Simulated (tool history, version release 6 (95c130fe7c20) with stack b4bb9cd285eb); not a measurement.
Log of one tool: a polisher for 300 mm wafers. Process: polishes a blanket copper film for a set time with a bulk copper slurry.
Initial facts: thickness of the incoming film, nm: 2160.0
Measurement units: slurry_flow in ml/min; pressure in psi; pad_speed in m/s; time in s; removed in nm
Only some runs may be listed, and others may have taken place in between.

| run | hour | slurry_flow | pressure | pad_speed | slurry_solids | time | removed |
|---|---|---|---|---|---|---|---|
| 1 | 0.0 | 245 | 3.5 | 1.08 | 1.0 | 68 | 793.44 |
| 2 | 0.6 | 270 | 3.5 | 1.08 | 1.0 | 68 | 796.19 |
| 3 | 1.4 | 270 | 3.4 | 1.08 | 1.0 | 68 | 776.42 |
| 4 | 6.5 | 270 | 3.3 | 1.08 | 1.0 | 68 | 758.75 |
| 5 | 15.1 | 270 | 3.2 | 1.08 | 1.0 | 68 | 737.28 |
| 6 | 21.8 | 310 | 3.2 | 1.08 | 1.0 | 68 | 742.39 |

What will run 7 give?
| 7 | 28.1 | 310 | 3.1 | 1.08 | 1.0 | 68 | ? |

Run 7 gave removed 727.63 nm.
